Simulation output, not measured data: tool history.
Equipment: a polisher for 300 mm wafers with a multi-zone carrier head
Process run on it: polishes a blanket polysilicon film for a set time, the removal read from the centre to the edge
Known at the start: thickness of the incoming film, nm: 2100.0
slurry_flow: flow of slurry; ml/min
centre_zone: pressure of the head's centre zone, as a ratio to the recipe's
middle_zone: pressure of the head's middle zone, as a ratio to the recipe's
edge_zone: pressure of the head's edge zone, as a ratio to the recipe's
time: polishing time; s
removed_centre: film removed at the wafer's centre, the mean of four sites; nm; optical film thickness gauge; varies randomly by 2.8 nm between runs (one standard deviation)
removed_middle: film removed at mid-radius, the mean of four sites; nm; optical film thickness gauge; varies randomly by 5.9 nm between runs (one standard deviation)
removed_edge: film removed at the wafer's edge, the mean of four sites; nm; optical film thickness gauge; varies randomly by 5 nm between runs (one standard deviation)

run	hour	slurry_flow	centre_zone	middle_zone	edge_zone	time	removed_centre	removed_middle	removed_edge
1	0.0	270	1.00	1.00	1.00	34	301.33	293.29	295.88
2	5.6	275	1.01	1.03	1.03	36	318.87	321.10	320.12
3	8.1	280	1.03	1.06	1.06	38	346.57	341.45	344.94
4	10.5	290	1.03	1.09	1.07	40	363.42	367.95	371.94
5	15.1	290	1.03	1.09	1.07	48	437.69	438.83	435.48
6	20.7	285	1.02	1.10	1.07	48	432.44	444.79	433.61

Estimate the outcome of run 7 from the log above:
7	29.2	285	1.02	1.10	1.07	48	?	?	?

{"run 7": {"removed_centre": 429.15, "removed_middle": 439.27, "removed_edge": 441.72}}

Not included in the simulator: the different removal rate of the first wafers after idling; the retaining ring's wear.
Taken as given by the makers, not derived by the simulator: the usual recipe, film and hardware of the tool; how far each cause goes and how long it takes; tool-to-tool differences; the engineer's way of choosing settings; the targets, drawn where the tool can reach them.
